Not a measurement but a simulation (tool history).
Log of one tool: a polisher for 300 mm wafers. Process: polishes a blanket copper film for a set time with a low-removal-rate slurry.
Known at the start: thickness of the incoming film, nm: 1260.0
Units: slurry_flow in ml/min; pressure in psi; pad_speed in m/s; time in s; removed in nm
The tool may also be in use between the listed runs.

run,day,slurry_flow,pressure,pad_speed,slurry_solids,time,removed
1,0.000,280,3.0,1.26,1.00,70,245.62
2,0.071,280,2.4,1.26,1.00,70,204.20
3,0.288,280,1.8,1.26,1.00,70,165.80
4,0.621,280,2.4,1.28,1.00,70,211.75
5,0.950,280,2.4,1.28,1.15,70,215.99
6,1.025,280,2.4,1.00,1.15,70,173.02
7,1.267,280,3.0,1.02,1.15,70,204.60
8,1.617,280,3.4,1.08,1.15,70,237.62

Forecast run 9:
9,1.708,280,4.2,1.28,1.15,70,?

removed: 341.89 nm
